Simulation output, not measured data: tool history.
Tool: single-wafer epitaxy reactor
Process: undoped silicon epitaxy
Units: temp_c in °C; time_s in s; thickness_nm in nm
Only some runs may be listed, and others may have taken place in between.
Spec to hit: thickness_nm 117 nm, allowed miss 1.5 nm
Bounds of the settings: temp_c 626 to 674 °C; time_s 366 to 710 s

run  hour  temp_c  time_s  thickness_nm
  1     0     650     538         94.26
  2   5.9     653     538        101.19
  3  10.1     653     496        93.561
  4  13.1     653     534        100.05
  5  19.9     653     570         107.4
  6  23.9     663     570        137.35
  7    29     663     570        136.52
  8  36.8     661     570         130.3
  9  43.8     660     570        128.04

Consider the 4 candidate settings below. Which is the only one whose results all fall within their allowed miss of target?
  A  50.8     658     551             ?
  B  50.8     657     582             ?
  C  50.8     659     553             ?
  D  50.8     661     533             ?

move  thickness_nm
   A        117.73
   B        121.35
   C        121.06
   D        122.48
A: in spec on every target
B: better than the last run, though not everything is in spec
C: better than the last run, though not everything is in spec
D: better than the last run, though not everything is in spec
Correct choice: A, which meets every target

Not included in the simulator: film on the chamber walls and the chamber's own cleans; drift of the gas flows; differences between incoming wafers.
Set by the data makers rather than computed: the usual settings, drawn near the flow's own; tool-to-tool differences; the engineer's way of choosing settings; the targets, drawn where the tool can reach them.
